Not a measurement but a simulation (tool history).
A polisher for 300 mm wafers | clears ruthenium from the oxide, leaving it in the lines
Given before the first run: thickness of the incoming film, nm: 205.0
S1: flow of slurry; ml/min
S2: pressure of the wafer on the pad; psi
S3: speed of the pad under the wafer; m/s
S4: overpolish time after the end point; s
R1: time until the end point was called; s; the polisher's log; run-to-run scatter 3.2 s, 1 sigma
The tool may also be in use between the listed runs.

run	day	S1	S2	S3	S4	R1
1	0	160	2.5	1.3	24	98.313
2	0.3	145	2.5	1.3	24	104.06
3	0.633	140	2.2	1.28	24	120.76
4	0.817	135	2	1.26	24	129.54
5	0.912	135	1.8	1.24	24	144.42
6	1.271	135	1.7	1.24	24	147.98
7	1.379	135	1.6	1.24	24	155.71

Run 8, settings as shown, results not yet in. Your forecast:
8	1.558	135	1.5	1.24	24	?

Run 8 came out at R1 163.19 s.
